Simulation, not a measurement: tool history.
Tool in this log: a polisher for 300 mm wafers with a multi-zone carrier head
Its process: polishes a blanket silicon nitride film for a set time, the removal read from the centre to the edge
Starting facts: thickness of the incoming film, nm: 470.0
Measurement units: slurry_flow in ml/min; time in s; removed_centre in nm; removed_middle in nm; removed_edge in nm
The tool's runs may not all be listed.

run	hour	slurry_flow	centre_zone	middle_zone	edge_zone	time	removed_centre	removed_middle	removed_edge
1	0.0	190	1.00	1.00	1.00	49	91.986	89.330	89.078
2	0.5	190	1.00	1.00	0.97	49	92.045	88.571	87.449
3	5.9	210	1.00	1.00	0.97	49	93.346	89.974	89.212
4	8.4	210	0.94	1.00	0.97	49	87.936	89.975	85.952
5	15.6	235	0.94	1.00	0.97	49	89.349	91.043	90.412
6	21.6	205	0.95	0.98	0.92	49	88.290	88.188	87.899
7	25.5	185	1.00	1.01	0.91	47	86.587	85.141	80.216
8	29.4	170	1.02	1.01	0.88	46	86.395	82.210	76.335

What will run 9 give?
9	33.8	160	1.02	1.01	0.86	46	?	?	?

Run 9 produced removed_centre 85.579 nm, removed_middle 80.992 nm, removed_edge 75.057 nm.
